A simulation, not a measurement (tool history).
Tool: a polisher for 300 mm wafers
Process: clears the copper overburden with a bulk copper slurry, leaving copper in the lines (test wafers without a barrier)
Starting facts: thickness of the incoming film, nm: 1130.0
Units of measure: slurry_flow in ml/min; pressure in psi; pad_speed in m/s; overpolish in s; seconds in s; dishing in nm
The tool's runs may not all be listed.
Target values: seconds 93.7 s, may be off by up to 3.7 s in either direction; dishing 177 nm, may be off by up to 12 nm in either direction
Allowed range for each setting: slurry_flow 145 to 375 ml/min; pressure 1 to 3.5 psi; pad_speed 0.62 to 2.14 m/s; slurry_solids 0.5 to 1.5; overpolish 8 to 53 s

run	day	slurry_flow	pressure	pad_speed	slurry_solids	overpolish	seconds	dishing
1	0	240	2.2	1.38	1	27	125.86	122.49
2	0.071	240	2.6	1.38	1	27	104.83	135.64
3	0.104	240	2.6	1.04	1	27	136.47	119.39
4	0.225	240	2.6	1.04	1	19	135.87	94.53
5	0.383	240	2.6	1.04	1.15	19	135.14	98.377
6	0.417	240	2.6	1.04	1.15	10	135.47	61.867
7	0.604	235	3.2	1.08	1.15	23	106.74	131.3
8	0.854	235	3.2	1.08	1.15	24	106.47	134.65
9	1.054	235	3.5	1.06	1.15	35	98.318	167.73

Pick the move, out of 4, that brings all results within their allowed miss; only one does.
A	1.254	150	3.5	1.06	1.35	43	?	?
B	1.254	240	3.5	1.02	1.1	40	?	?
C	1.254	190	3.5	1.04	1	49	?	?
D	1.254	250	3.5	1.12	1.15	37	?	?

move	seconds	dishing
A	101.28	178.86
B	101.27	174.64
C	105	183.93
D	92.11	175.65
A: lands further from the targets than the last run did
B: lands further from the targets than the last run did
C: lands further from the targets than the last run did
D: meets every target
Move D is the one to make.

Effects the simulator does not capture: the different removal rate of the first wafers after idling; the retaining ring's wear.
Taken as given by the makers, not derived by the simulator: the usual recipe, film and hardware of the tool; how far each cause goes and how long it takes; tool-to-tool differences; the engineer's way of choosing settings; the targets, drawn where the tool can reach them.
